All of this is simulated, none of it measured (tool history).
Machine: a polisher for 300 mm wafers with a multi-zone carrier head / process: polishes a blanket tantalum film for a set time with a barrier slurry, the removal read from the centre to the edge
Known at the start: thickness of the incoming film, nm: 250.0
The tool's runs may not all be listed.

run  hour  flow of slurry (ml/min)  pressure of the head's centre zone  pressure of the head's middle zone  pressure of the head's edge zone  abrasive content of the slurry  polishing time (s)  film removed at the wafer's centre (Å)  film removed at mid-radius (Å)  film removed at the wafer's edge (Å)
  1     0                      170                                   1                                   1                                 1                               1                  32                                  506.27                          503.95                                501.97
  2   4.3                      170                                   1                                0.97                                 1                               1                  32                                  506.69                          491.05                                497.52
  3   7.5                      180                                1.01                                1.01                              1.04                             1.1                  32                                  531.73                          522.16                                 513.7
  4  11.8                      180                                1.01                                1.01                              1.04                             1.1                  39                                  649.79                          647.45                                630.35
  5  14.4                      190                                0.99                                1.02                              1.06                            1.15                  39                                   644.9                          655.48                                659.29
  6  22.8                      190                                0.92                                1.02                              1.06                            1.15                  39                                  596.19                          657.93                                650.08
  7  30.8                      200                                0.93                                1.03                              1.07                             1.2                  39                                  618.48                          677.43                                664.41

Run 8, settings as shown, results not yet in. Your forecast:
  8  31.4                      210                                0.93                                1.04                              1.08                             1.2                  39                                       ?                               ?                                     ?

{"run 8": {"film removed at the wafer's centre (Å)": 616.02, "film removed at mid-radius (Å)": 685.18, "film removed at the wafer's edge (Å)": 676.22}}

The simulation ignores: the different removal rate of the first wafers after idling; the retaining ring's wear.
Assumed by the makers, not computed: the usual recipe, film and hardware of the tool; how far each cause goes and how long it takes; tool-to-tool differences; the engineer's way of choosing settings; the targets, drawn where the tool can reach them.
